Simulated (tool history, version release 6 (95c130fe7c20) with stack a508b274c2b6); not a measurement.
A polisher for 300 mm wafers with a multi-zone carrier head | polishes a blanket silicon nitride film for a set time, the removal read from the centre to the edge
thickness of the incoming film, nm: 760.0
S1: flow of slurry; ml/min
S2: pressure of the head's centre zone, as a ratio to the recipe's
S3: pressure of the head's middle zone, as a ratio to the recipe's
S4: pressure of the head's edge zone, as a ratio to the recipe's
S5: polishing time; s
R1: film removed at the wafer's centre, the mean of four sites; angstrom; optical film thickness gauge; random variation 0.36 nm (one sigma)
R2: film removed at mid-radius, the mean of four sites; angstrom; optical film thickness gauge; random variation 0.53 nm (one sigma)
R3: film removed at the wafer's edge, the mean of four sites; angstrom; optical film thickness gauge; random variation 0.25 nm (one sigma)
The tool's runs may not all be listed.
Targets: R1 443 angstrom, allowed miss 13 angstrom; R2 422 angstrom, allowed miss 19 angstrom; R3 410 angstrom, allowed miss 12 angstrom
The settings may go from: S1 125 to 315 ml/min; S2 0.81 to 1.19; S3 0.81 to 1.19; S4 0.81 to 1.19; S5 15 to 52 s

run	hour	S1	S2	S3	S4	S5	R1	R2	R3
1	0	205	1	1	1	33	689.08	708.24	674.44
2	8.9	205	1	1.04	1	33	688.34	729.71	676.23
3	10.7	245	1	1.04	1	33	693.91	747.85	686.06
4	16.9	240	1	1.02	0.98	31	658.35	696.38	643.2
5	22.6	240	1	1.02	0.94	31	652.95	700.44	629.63
6	31.4	225	1	1.02	0.94	31	663.75	694.77	617.8
7	33.5	225	1	1.02	0.94	31	653.8	683.71	626.01
8	40.4	220	1	1.01	0.93	30	620	675.82	603.33
9	40.9	220	1.02	0.99	0.93	28	601.95	608.12	556.6
10	44.5	215	1.02	0.97	0.92	27	573.67	576.56	530.75

4 next moves are on the table. One of them brings every result within its allowed miss. Which?
A	48.1	175	0.99	0.89	0.84	22	?	?	?
B	48.1	245	0.83	1.09	0.96	22	?	?	?
C	48.1	235	0.86	0.89	0.99	37	?	?	?
D	48.1	205	1.04	0.99	0.93	22	?	?	?

move	R1	R2	R3
A	433.32	415.92	408.37
B	405.1	519.8	449.92
C	693.41	732.96	766.84
D	463.46	466.87	435.68
A: meets every target
B: nearer than the last run, and not there yet
C: further off than the last run
D: nearer than the last run, and not there yet
Answer: A
